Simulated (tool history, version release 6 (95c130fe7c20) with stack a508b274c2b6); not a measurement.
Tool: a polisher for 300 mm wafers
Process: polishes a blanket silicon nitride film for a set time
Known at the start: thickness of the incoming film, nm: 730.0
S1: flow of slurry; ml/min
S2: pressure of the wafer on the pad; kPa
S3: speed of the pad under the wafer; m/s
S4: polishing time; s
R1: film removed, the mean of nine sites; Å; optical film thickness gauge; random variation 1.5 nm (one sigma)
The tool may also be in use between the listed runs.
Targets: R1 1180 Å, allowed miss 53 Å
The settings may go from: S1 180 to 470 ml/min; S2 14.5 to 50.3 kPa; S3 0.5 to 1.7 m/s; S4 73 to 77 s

run	hour	S1	S2	S3	S4	R1
1	0	300	32.4	1.1	73	1527.1
2	4.7	370	32.4	1.1	73	1548.4
3	12.5	370	32.4	1.1	77	1638.9
4	19.5	370	29	1.08	77	1507.7
5	27.9	370	26.2	1.06	77	1422
6	32.7	370	26.2	1.06	77	1368.8
7	35	370	24.8	1.06	77	1342.1
8	36.4	370	23.4	1.06	77	1306.4
9	42	370	22.1	1.06	77	1306

Which of these 5 next moves meets every target?
A	47.6	415	23.4	1.16	77	?
B	47.6	240	18.6	0.94	77	?
C	47.6	400	26.9	0.86	75	?
D	47.6	315	24.1	1.32	77	?
E	47.6	365	22.1	1.3	77	?

move	R1
A	1402.5
B	1007.5
C	1162
D	1552.9
E	1473.6
A: further off than the last run
B: takes the result that was furthest off past its target
C: meets every target
D: further off than the last run
E: further off than the last run
Move C is the one to make.

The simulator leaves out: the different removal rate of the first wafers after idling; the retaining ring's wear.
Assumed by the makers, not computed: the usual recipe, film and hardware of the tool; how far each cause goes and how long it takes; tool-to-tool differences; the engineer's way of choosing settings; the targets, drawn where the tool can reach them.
